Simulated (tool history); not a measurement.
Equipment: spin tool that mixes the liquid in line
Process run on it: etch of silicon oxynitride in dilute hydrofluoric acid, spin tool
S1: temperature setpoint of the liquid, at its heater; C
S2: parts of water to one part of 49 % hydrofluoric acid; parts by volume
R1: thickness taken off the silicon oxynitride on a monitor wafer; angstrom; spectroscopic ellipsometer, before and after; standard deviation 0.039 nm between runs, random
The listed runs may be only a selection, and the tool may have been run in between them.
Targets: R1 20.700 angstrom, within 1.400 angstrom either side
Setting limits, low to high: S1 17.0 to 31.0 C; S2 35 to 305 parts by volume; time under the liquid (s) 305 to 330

run 1 hour=0.0 | S1=23.0 S2=170 time_under_the_liquid_(s)=305 | R1=33.448
run 2 hour=7.8 | S1=22.5 S2=175 time_under_the_liquid_(s)=305 | R1=32.496
run 3 hour=9.7 | S1=22.0 S2=180 time_under_the_liquid_(s)=305 | R1=29.805
run 4 hour=17.4 | S1=21.5 S2=185 time_under_the_liquid_(s)=305 | R1=29.128
run 5 hour=21.4 | S1=21.0 S2=190 time_under_the_liquid_(s)=305 | R1=27.344
run 6 hour=29.3 | S1=21.0 S2=145 time_under_the_liquid_(s)=305 | R1=37.025
run 7 hour=34.5 | S1=20.5 S2=155 time_under_the_liquid_(s)=305 | R1=33.299
run 8 hour=35.9 | S1=20.0 S2=160 time_under_the_liquid_(s)=305 | R1=31.811
run 9 hour=38.4 | S1=19.5 S2=165 time_under_the_liquid_(s)=305 | R1=28.957
run 10 hour=41.6 | S1=19.0 S2=170 time_under_the_liquid_(s)=305 | R1=27.783
run 11 hour=50.1 | S1=19.0 S2=175 time_under_the_liquid_(s)=305 | R1=27.537
run 12 hour=52.5 | S1=19.0 S2=180 time_under_the_liquid_(s)=305 | R1=26.138
run 13 hour=60.8 | S1=19.0 S2=185 time_under_the_liquid_(s)=305 | R1=25.231
run 14 hour=68.3 | S1=18.0 S2=195 time_under_the_liquid_(s)=305 | R1=22.293

Pick the move, out of 4, that brings all results within their allowed miss; only one does.
run A hour=75.8 | S1=17.0 S2=175 time_under_the_liquid_(s)=310 | R1=?
run B hour=75.8 | S1=18.0 S2=200 time_under_the_liquid_(s)=330 | R1=?
run C hour=75.8 | S1=20.0 S2=200 time_under_the_liquid_(s)=305 | R1=?
run D hour=75.8 | S1=17.0 S2=200 time_under_the_liquid_(s)=305 | R1=?

move=A R1=25.411
move=B R1=24.458
move=C R1=24.830
move=D R1=21.553
A: moves away from the targets compared with the last run
B: moves away from the targets compared with the last run
C: moves away from the targets compared with the last run
D: meets every target
Move D is the one to make.

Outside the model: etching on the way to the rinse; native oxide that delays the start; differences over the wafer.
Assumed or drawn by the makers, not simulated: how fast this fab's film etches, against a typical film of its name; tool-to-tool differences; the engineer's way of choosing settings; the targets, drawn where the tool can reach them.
